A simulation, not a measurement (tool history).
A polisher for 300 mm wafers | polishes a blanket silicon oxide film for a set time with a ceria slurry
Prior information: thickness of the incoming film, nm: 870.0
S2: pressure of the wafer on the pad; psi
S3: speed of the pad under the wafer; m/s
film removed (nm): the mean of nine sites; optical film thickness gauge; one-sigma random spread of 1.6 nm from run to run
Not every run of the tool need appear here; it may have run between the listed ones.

run 1 hour=0 | flow_of_slurry_(ml/min)=270 S2=3.1 S3=0.9 polishing_time_(s)=21 | film_removed_(nm)=85.307
run 2 hour=6.9 | flow_of_slurry_(ml/min)=270 S2=3.5 S3=0.9 polishing_time_(s)=21 | film_removed_(nm)=95.821
run 3 hour=12.2 | flow_of_slurry_(ml/min)=270 S2=3.1 S3=0.9 polishing_time_(s)=21 | film_removed_(nm)=87.521
run 4 hour=19.5 | flow_of_slurry_(ml/min)=270 S2=3.1 S3=0.9 polishing_time_(s)=21 | film_removed_(nm)=86.509
run 5 hour=25.4 | flow_of_slurry_(ml/min)=270 S2=3.3 S3=0.9 polishing_time_(s)=21 | film_removed_(nm)=88.544
run 6 hour=33 | flow_of_slurry_(ml/min)=270 S2=3.5 S3=0.9 polishing_time_(s)=21 | film_removed_(nm)=96.787
run 7 hour=41.4 | flow_of_slurry_(ml/min)=270 S2=3.6 S3=0.9 polishing_time_(s)=21 | film_removed_(nm)=97.583

Estimate the outcome of run 8 from the log above:
run 8 hour=44.6 | flow_of_slurry_(ml/min)=270 S2=3.6 S3=0.9 polishing_time_(s)=21 | film_removed_(nm)=?

film removed (nm): 98.16

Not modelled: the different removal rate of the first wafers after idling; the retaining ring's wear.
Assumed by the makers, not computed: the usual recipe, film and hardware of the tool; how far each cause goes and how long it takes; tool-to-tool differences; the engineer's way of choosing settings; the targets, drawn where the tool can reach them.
